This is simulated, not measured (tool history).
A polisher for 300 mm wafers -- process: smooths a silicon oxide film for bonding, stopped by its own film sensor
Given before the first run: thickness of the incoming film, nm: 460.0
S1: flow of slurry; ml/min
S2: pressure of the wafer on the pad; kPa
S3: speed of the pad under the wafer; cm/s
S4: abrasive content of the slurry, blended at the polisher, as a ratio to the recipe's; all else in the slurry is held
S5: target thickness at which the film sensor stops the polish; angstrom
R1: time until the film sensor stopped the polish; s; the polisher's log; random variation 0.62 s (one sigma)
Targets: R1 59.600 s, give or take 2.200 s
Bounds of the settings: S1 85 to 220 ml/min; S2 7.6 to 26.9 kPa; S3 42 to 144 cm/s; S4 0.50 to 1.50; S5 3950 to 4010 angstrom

run	day	S1	S2	S3	S4	S5	R1
1	0.000	140	17.2	92	1.00	3950	81.914
2	0.317	140	17.2	92	1.00	3950	79.871
3	0.500	145	17.9	92	1.00	3950	76.149
4	0.812	145	13.8	92	1.00	3950	97.423
5	0.975	150	15.2	92	1.00	3950	89.506
6	1.233	120	15.2	92	1.00	3950	93.339
7	1.521	125	16.5	92	1.00	3950	86.580
8	1.612	135	17.2	92	1.00	3950	80.798
9	1.858	140	17.9	92	1.00	3950	77.778
10	2.012	145	18.6	92	1.00	3950	75.135

Exactly one of the 4 candidate moves below puts every result within its allowed miss. Which one?
A	2.167	150	24.1	92	1.15	4010	?
B	2.167	175	14.5	108	0.80	3960	?
C	2.167	175	16.5	62	1.10	3950	?
D	2.167	165	19.3	104	1.00	4000	?

move	R1
A	49.819
B	88.904
C	104.760
D	59.804
A: carries the result that was furthest off beyond its target, to the other side
B: lands further from the targets than the last run did
C: lands further from the targets than the last run did
D: meets every target
The right move is D.
